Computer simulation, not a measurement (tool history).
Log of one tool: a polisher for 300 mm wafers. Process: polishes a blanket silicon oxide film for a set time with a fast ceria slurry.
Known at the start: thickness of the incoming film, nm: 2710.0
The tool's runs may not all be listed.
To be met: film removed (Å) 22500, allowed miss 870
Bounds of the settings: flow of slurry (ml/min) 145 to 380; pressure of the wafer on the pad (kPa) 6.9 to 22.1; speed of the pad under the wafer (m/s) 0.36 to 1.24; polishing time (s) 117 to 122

run  hour  flow of slurry (ml/min)  pressure of the wafer on the pad (kPa)  speed of the pad under the wafer (m/s)  polishing time (s)  film removed (Å)
  1     0                      245                                    14.5                                     0.8                 117             13475
  2   8.7                      245                                    16.5                                     0.8                 117             15260
  3  13.3                      245                                    16.5                                     0.8                 117             15572
  4  15.7                      205                                    16.5                                     0.8                 117             14964
  5  17.6                      245                                    16.5                                     0.8                 117             15296
  6  19.3                      245                                    17.9                                     0.8                 117             16584
  7  28.3                      245                                    19.3                                    0.82                 117             18109
  8  29.3                      245                                      20                                    0.84                 117             18941
  9  36.6                      245                                    20.7                                    0.86                 117             19839
 10  38.9                      245                                    21.4                                    0.88                 117             21009
     46.6  -- head pressure recalibrated
 11  46.6                      250                                    22.1                                     0.9                 117             20437
 12  47.3                      250                                    22.1                                    0.94                 118             21432

Which of these 4 next moves meets every target?
  A    48                      250                                    21.4                                    0.92                 118                 ?
  B    48                      360                                    22.1                                    0.98                 118                 ?
  C    48                      250                                    22.1                                    0.86                 121                 ?
  D    48                      210                                    22.1                                    0.82                 119                 ?

move  film removed (Å)
   A             20150
   B             22547
   C             20226
   D             18776
A: further off than the last run
B: meets every target
C: further off than the last run
D: further off than the last run
Answer: B
